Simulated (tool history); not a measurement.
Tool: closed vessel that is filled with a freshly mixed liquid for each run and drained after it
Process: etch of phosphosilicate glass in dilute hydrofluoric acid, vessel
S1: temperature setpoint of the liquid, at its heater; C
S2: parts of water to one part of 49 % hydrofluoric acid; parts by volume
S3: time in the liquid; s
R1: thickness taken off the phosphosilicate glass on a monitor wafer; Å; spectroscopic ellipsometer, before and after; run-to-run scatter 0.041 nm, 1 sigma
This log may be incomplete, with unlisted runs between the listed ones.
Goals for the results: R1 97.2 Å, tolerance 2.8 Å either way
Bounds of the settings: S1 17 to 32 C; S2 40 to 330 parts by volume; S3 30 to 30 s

{"run": 1, "hour": 0.0, "S1": 24, "S2": 185, "S3": 30, "R1": 125.94}
{"run": 2, "hour": 2.2, "S1": 23, "S2": 185, "S3": 30, "R1": 121}
{"run": 3, "hour": 10.7, "S1": 20, "S2": 185, "S3": 30, "R1": 108.4}
{"run": 4, "hour": 18.7, "S1": 20, "S2": 160, "S3": 30, "R1": 128.42}
{"run": 5, "hour": 27.1, "S1": 20, "S2": 160, "S3": 30, "R1": 128.19}
{"run": 6, "hour": 30.3, "S1": 19.5, "S2": 165, "S3": 30, "R1": 121.46}
{"run": 7, "hour": 35.5, "S1": 19, "S2": 170, "S3": 30, "R1": 114.87}
{"run": 8, "hour": 43.8, "S1": 18.5, "S2": 170, "S3": 30, "R1": 112.35}
{"run": 9, "hour": 52.4, "S1": 17.5, "S2": 180, "S3": 30, "R1": 100.84}

4 next moves are on the table. One of them brings every result within its allowed miss. Which?
{"run": "A", "hour": 61.0, "S1": 19.5, "S2": 185, "S3": 30, "R1": "?"}
{"run": "B", "hour": 61.0, "S1": 18, "S2": 170, "S3": 30, "R1": "?"}
{"run": "C", "hour": 61.0, "S1": 19.5, "S2": 200, "S3": 30, "R1": "?"}
{"run": "D", "hour": 61.0, "S1": 17, "S2": 170, "S3": 30, "R1": "?"}

move=A R1=105.44
move=B R1=109.71
move=C R1=96.109
move=D R1=105.38
A: misses by more than the last run did
B: misses by more than the last run did
C: all results land within tolerance of their targets
D: misses by more than the last run did
Go with C: it meets all targets.

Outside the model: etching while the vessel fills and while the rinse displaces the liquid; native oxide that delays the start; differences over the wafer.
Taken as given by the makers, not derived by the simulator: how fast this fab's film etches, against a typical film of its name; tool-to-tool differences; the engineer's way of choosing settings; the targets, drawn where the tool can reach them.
